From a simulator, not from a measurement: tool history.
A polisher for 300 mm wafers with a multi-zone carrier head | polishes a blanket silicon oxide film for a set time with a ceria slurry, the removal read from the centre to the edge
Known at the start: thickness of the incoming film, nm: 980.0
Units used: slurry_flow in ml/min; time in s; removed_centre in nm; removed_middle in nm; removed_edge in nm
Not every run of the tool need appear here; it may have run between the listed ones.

run	day	slurry_flow	centre_zone	middle_zone	edge_zone	time	removed_centre	removed_middle	removed_edge
1	0.000	195	1.00	1.00	1.00	37	180.67	185.33	171.15
2	0.171	175	0.97	0.94	1.00	37	169.02	174.04	165.63
3	0.471	175	0.97	0.94	1.06	37	172.85	171.37	173.47
4	0.842	175	0.97	0.94	1.06	29	136.14	137.76	134.29
5	0.971	145	0.97	0.94	1.06	29	130.58	134.03	132.14
6	1.008	145	0.97	0.90	1.06	29	131.85	128.39	131.48
7	1.088	175	0.95	0.90	1.10	30	139.36	136.72	142.78

Forecast run 8:
8	1.150	195	0.94	0.90	1.13	30	?	?	?

{"run 8": {"removed_centre": 138.1, "removed_middle": 136.96, "removed_edge": 145.91}}
